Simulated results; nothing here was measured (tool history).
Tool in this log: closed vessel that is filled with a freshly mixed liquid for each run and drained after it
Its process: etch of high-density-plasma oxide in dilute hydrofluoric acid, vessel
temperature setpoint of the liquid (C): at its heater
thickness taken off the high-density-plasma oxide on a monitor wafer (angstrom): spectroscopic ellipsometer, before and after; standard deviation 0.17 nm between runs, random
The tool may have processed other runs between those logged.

| run | hour | temperature setpoint of the liquid (C) | parts of water to one part of 49 % hydrofluoric acid (parts by volume) | time in the liquid (s) | thickness taken off the high-density-plasma oxide on a monitor wafer (angstrom) |
|---|---|---|---|---|---|
| 1 | 0 | 21 | 175 | 1055 | 310.39 |
| 2 | 8.4 | 21 | 210 | 1055 | 250.6 |
| 3 | 16.5 | 21 | 210 | 1055 | 253.56 |
| 4 | 23.1 | 18.5 | 210 | 1055 | 226.68 |
| 5 | 31.1 | 20 | 210 | 1055 | 242.55 |
| 6 | 35.8 | 21 | 210 | 1055 | 253.01 |

What will run 7 give?
| 7 | 38.8 | 21.5 | 210 | 1055 | ? |

thickness taken off the high-density-plasma oxide on a monitor wafer (angstrom): 256.58
